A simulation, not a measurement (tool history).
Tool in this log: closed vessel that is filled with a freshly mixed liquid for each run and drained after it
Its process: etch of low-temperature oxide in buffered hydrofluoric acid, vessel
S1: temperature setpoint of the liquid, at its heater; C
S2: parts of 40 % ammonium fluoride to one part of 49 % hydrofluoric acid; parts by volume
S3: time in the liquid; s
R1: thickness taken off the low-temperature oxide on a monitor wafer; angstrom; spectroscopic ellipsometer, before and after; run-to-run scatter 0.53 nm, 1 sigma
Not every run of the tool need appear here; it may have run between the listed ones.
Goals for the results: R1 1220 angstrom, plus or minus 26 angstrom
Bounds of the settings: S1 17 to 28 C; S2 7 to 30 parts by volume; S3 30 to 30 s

{"run": 1, "hour": 0.0, "S1": 20, "S2": 20, "S3": 30, "R1": 407.18}
{"run": 2, "hour": 6.4, "S1": 20, "S2": 20, "S3": 30, "R1": 407.03}
{"run": 3, "hour": 14.4, "S1": 20, "S2": 24, "S3": 30, "R1": 359.6}
{"run": 4, "hour": 19.6, "S1": 21, "S2": 21.5, "S3": 30, "R1": 410.05}
{"run": 5, "hour": 23.7, "S1": 21, "S2": 21.5, "S3": 30, "R1": 408.7}
{"run": 6, "hour": 32.7, "S1": 22, "S2": 19.5, "S3": 30, "R1": 463.94}
{"run": 7, "hour": 37.4, "S1": 23, "S2": 18, "S3": 30, "R1": 533.73}
{"run": 8, "hour": 39.5, "S1": 23.5, "S2": 16.5, "S3": 30, "R1": 597.9}
{"run": 9, "hour": 48.3, "S1": 24, "S2": 15, "S3": 30, "R1": 675.95}
{"run": 10, "hour": 49.8, "S1": 24.5, "S2": 14, "S3": 30, "R1": 736.39}
{"run": 11, "hour": 50.9, "S1": 25, "S2": 13.5, "S3": 30, "R1": 790.53}
{"run": 12, "hour": 52.1, "S1": 25.5, "S2": 13, "S3": 30, "R1": 839.17}
{"run": 13, "hour": 59.7, "S1": 26, "S2": 12.5, "S3": 30, "R1": 904.78}
{"run": 14, "hour": 65.8, "S1": 26.5, "S2": 12, "S3": 30, "R1": 964}
{"run": 15, "hour": 68.4, "S1": 26.5, "S2": 11.5, "S3": 30, "R1": 1001.5}

Pick the move, out of 5, that brings all results within their allowed miss; only one does.
{"run": "A", "hour": 71.0, "S1": 21.5, "S2": 7, "S3": 30, "R1": "?"}
{"run": "B", "hour": 71.0, "S1": 23.5, "S2": 7.5, "S3": 30, "R1": "?"}
{"run": "C", "hour": 71.0, "S1": 26, "S2": 8.5, "S3": 30, "R1": "?"}
{"run": "D", "hour": 71.0, "S1": 27, "S2": 8.5, "S3": 30, "R1": "?"}
{"run": "E", "hour": 71.0, "S1": 27.5, "S2": 9, "S3": 30, "R1": "?"}

move=A R1=1223.6
move=B R1=1267.8
move=C R1=1267.9
move=D R1=1337.7
move=E R1=1291.3
A: in spec on every target
B: pushes the last run's worst result past its target
C: pushes the last run's worst result past its target
D: pushes the last run's worst result past its target
E: pushes the last run's worst result past its target
Go with A: it meets all targets.

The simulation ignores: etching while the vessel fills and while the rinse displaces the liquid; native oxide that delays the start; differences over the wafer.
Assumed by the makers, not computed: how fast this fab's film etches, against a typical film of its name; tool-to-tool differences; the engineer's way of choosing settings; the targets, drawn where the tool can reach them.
